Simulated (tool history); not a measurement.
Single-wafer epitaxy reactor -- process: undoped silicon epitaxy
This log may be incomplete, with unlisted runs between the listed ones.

run,hour,wafer temperature setpoint (pyrometer-controlled) (K),deposition time (s),mean film thickness on the monitor wafer (angstrom)
1,0,913.15,577,723.98
2,9,913.15,606,762.15
3,14.3,914.15,606,789.24
4,21.8,915.15,606,804.74
5,30.6,916.15,606,823.8
6,31.9,917.15,606,844.8
7,34.8,918.15,606,870.46

For run 8, what comes out?
8,41,919.15,606,?

Run 8 measured mean film thickness on the monitor wafer (angstrom) 889.31.
